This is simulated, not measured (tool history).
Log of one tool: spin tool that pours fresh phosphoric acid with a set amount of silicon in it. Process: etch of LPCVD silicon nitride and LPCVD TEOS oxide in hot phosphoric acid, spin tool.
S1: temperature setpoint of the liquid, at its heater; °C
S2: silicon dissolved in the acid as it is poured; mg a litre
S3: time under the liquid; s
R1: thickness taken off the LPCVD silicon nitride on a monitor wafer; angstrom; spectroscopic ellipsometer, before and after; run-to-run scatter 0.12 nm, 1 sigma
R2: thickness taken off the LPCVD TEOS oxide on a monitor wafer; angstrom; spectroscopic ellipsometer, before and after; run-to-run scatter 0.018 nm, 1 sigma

run    day     S1   S2   S3      R1      R2
  1  0.000  162.0  8.0  180  176.82  4.0973
  2  0.192  161.0  8.0  180  168.36  4.2495
  3  0.438  163.0  8.0  180  179.52  4.7442
  4  0.800  162.0  9.0  180  174.77  4.0789
  5  1.038  164.0  9.0  180  188.04  4.4933
  6  1.238  165.0  9.0  180  194.24  5.5649
  7  1.475  163.5  9.0  175  179.91  4.5341

Run 8 is up next; what results do you expect?
  8  1.754  162.5  9.5  175   ?   ?

{"run 8": {"R1": 174.36, "R2": 4.4938}}
